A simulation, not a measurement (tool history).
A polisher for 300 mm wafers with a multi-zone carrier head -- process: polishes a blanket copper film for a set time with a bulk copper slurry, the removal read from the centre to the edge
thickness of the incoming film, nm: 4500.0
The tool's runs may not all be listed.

run,hour,flow of slurry (ml/min),pressure of the head's centre zone,pressure of the head's middle zone,pressure of the head's edge zone,abrasive content of the slurry,polishing time (s),film removed at the wafer's centre (angstrom),film removed at mid-radius (angstrom),film removed at the wafer's edge (angstrom)
1,0.0,225,1.00,1.00,1.00,1.00,54,5330.6,5161.8,5074.9
2,3.2,225,1.00,0.92,1.00,1.00,54,5327.4,4865.4,5079.0
3,9.2,210,1.03,0.89,0.98,0.90,54,5334.0,4576.4,4933.3
4,11.5,210,1.03,0.85,0.98,0.90,54,5318.5,4403.5,4945.5
5,18.7,210,1.03,0.81,0.98,0.90,54,5198.2,4229.1,4916.4
6,20.8,210,1.03,0.81,0.98,0.90,43,4205.2,3339.5,3898.1
7,22.3,230,1.06,0.83,1.00,0.90,43,4553.0,3476.1,3926.6
8,26.8,245,1.06,0.84,1.03,0.95,43,4394.9,3543.6,4088.5
9,29.4,255,1.09,0.85,1.04,0.95,43,4776.7,3647.4,4116.6

Run 10 has not been measured yet. What should we expect?
10,38.1,265,1.10,0.85,1.05,0.95,43,?,?,?

Run 10 came out at film removed at the wafer's centre (angstrom) 4698.8, film removed at mid-radius (angstrom) 3615.1, film removed at the wafer's edge (angstrom) 4095.5.
